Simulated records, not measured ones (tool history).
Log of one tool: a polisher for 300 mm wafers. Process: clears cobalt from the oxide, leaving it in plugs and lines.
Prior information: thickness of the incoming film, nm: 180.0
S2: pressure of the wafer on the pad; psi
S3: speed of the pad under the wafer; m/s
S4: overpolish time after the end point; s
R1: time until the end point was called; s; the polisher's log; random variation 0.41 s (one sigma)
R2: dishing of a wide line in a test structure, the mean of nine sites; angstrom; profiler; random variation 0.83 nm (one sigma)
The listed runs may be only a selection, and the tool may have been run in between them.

Run 1, hour 0: flow of slurry (ml/min) 185, S2 1.4 psi, S3 1.22 m/s, S4 27 s. Result: R1 41.366 s, R2 620.06 angstrom.
Run 2, hour 6.7: flow of slurry (ml/min) 185, S2 1.5 psi, S3 1.22 m/s, S4 27 s. Result: R1 39.79 s, R2 644.09 angstrom.
Run 3, hour 9.1: flow of slurry (ml/min) 185, S2 1.6 psi, S3 1.22 m/s, S4 27 s. Result: R1 37.523 s, R2 667.46 angstrom.
Run 4, hour 17.3: flow of slurry (ml/min) 185, S2 1.6 psi, S3 1.22 m/s, S4 22 s. Result: R1 37.637 s, R2 599.4 angstrom.
Run 5, hour 23.1: flow of slurry (ml/min) 185, S2 1.6 psi, S3 1.22 m/s, S4 23 s. Result: R1 37.912 s, R2 602.97 angstrom.
Run 6, hour 25.8: flow of slurry (ml/min) 165, S2 1.6 psi, S3 1.22 m/s, S4 23 s. Result: R1 38.204 s, R2 606.86 angstrom.
Run 7, hour 31.1: flow of slurry (ml/min) 165, S2 1.7 psi, S3 1.22 m/s, S4 24 s. Result: R1 35.29 s, R2 632.42 angstrom.
Run 8, hour 39.7: flow of slurry (ml/min) 165, S2 1.7 psi, S3 1.22 m/s, S4 25 s. Result: R1 37.086 s, R2 663.9 angstrom.
Run 9, hour 47: flow of slurry (ml/min) 170, S2 1.7 psi, S3 1.22 m/s, S4 25 s. Result: R1 35.985 s, R2 646.63 angstrom.

Estimate the outcome of run 10 from the log above:
Run 10, hour 54: flow of slurry (ml/min) 170, S2 1.7 psi, S3 1.22 m/s, S4 25 s. Result: R1 ?, R2 ?.

Logged for run 10: R1 35.666 s, R2 647.02 angstrom.
